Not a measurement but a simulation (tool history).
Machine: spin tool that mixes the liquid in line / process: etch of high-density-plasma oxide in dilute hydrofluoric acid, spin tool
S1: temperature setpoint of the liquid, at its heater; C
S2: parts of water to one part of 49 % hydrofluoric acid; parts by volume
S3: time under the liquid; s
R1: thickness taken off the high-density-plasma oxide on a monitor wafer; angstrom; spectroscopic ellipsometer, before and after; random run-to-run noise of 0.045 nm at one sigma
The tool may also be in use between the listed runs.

| run | hour | S1 | S2 | S3 | R1 |
|---|---|---|---|---|---|
| 1 | 0.0 | 26 | 55 | 90 | 88.673 |
| 2 | 0.7 | 26 | 55 | 90 | 87.393 |
| 3 | 1.6 | 29 | 55 | 90 | 99.129 |
| 4 | 3.7 | 32 | 55 | 90 | 113.570 |
| 5 | 12.7 | 32 | 55 | 90 | 111.960 |
| 6 | 18.4 | 32 | 55 | 70 | 87.394 |
| 7 | 21.4 | 30 | 55 | 70 | 81.097 |

Estimate the outcome of run 8 from the log above:
| 8 | 25.6 | 26 | 60 | 70 | ? |

{"run 8": {"R1": 62.923}}

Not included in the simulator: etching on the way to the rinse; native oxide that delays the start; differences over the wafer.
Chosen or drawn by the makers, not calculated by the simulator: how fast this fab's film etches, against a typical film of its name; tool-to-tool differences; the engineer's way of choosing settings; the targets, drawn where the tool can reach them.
